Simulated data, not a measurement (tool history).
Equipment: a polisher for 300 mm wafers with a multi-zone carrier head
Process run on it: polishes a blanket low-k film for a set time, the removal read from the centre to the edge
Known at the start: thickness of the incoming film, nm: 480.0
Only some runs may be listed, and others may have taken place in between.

run,hour,flow of slurry (ml/min),pressure of the head's centre zone,pressure of the head's middle zone,pressure of the head's edge zone,abrasive content of the slurry,polishing time (s),film removed at the wafer's centre (Å),film removed at mid-radius (Å),film removed at the wafer's edge (Å)
1,0.0,175,1.00,1.00,1.00,1.00,71,177.43,199.60,198.76
2,1.1,175,0.93,1.00,1.00,1.00,71,164.81,198.70,198.39
3,5.7,175,0.85,1.00,1.00,1.00,71,150.85,200.19,198.99
4,13.3,175,0.85,1.00,1.04,1.00,71,152.13,200.83,197.25
5,20.4,185,0.95,0.95,1.05,1.10,71,176.16,199.45,206.51
6,24.0,185,0.95,0.95,1.05,1.10,54,138.42,149.63,160.26

Run 7 comes next. What will it give?
7,29.9,235,1.05,0.87,1.13,1.35,65,?,?,?

film removed at the wafer's centre (Å): 206.74
film removed at mid-radius (Å): 190.41
film removed at the wafer's edge (Å): 227.13
